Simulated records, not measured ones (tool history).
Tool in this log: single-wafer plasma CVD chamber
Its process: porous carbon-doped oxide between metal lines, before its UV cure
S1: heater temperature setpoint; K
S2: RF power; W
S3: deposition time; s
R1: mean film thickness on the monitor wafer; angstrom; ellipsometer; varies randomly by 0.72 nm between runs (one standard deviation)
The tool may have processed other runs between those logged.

run	hour	S1	S2	S3	R1
1	0.0	563.15	400	48.3	2258.7
2	2.8	573.15	400	48.3	2150.5
3	3.4	579.15	400	48.3	2083.6
4	10.3	575.15	415	48.5	2192.9
5	14.7	572.15	430	48.7	2305.6
6	19.7	576.15	430	48.7	2256.9
# hour 28.4: RF generator calibrated
7	28.4	573.15	440	48.8	2512.3
8	29.4	570.15	440	48.8	2540.9
9	33.0	568.15	440	48.8	2582.1

Forecast run 10:
10	40.7	566.15	440	48.8	?

Logged for run 10: R1 2596.8 angstrom.
